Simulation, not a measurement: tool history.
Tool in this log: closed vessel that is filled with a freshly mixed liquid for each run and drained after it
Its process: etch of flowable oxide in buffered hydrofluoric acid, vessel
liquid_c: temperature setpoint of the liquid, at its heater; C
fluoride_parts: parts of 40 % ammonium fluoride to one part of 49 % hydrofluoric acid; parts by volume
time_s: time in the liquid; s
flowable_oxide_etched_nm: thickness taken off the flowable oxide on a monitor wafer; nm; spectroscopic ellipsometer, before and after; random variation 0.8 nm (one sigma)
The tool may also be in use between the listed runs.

run 1 hour=0.0 | liquid_c=21.0 fluoride_parts=19.5 time_s=85 | flowable_oxide_etched_nm=130.59
run 2 hour=5.2 | liquid_c=18.0 fluoride_parts=19.5 time_s=85 | flowable_oxide_etched_nm=110.32
run 3 hour=7.6 | liquid_c=21.5 fluoride_parts=19.5 time_s=85 | flowable_oxide_etched_nm=134.28
run 4 hour=12.7 | liquid_c=22.5 fluoride_parts=19.0 time_s=85 | flowable_oxide_etched_nm=144.91
run 5 hour=18.2 | liquid_c=22.5 fluoride_parts=22.0 time_s=85 | flowable_oxide_etched_nm=129.89
run 6 hour=26.8 | liquid_c=22.5 fluoride_parts=22.0 time_s=85 | flowable_oxide_etched_nm=129.22

Run 7 is up next; what results do you expect?
run 7 hour=35.3 | liquid_c=23.5 fluoride_parts=21.0 time_s=85 | flowable_oxide_etched_nm=?

{"run 7": {"flowable_oxide_etched_nm": 142.41}}
